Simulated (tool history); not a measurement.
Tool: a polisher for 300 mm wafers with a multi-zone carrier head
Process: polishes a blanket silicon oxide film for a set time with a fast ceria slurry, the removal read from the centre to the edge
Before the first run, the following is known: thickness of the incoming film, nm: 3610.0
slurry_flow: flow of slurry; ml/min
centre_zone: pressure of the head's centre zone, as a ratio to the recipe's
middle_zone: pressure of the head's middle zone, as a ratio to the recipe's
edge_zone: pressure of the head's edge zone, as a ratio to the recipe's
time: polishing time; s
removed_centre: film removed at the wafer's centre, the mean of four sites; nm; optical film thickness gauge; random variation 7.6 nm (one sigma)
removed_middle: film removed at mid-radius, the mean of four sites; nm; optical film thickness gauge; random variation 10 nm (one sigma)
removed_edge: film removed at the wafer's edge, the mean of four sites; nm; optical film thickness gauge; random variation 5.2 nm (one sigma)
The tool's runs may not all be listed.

| run | hour | slurry_flow | centre_zone | middle_zone | edge_zone | time | removed_centre | removed_middle | removed_edge |
|---|---|---|---|---|---|---|---|---|---|
| 1 | 0.0 | 270 | 1.00 | 1.00 | 1.00 | 51 | 997.83 | 984.32 | 975.53 |
| 2 | 7.9 | 270 | 1.00 | 1.04 | 1.00 | 51 | 1000.50 | 980.56 | 970.05 |
| 3 | 12.7 | 260 | 0.99 | 1.01 | 1.01 | 49 | 941.26 | 939.97 | 947.24 |
| 4 | 18.7 | 255 | 0.98 | 0.98 | 1.01 | 47 | 892.90 | 850.39 | 899.16 |
| 5 | 25.4 | 255 | 1.04 | 0.98 | 1.01 | 47 | 941.40 | 887.60 | 902.20 |
| 6 | 29.0 | 255 | 1.12 | 0.98 | 1.01 | 47 | 1000.40 | 896.72 | 911.94 |

For run 7, what comes out?
| 7 | 34.6 | 245 | 1.08 | 0.97 | 1.00 | 46 | ? | ? | ? |

{"run 7": {"removed_centre": 960.73, "removed_middle": 845.94, "removed_edge": 867.87}}
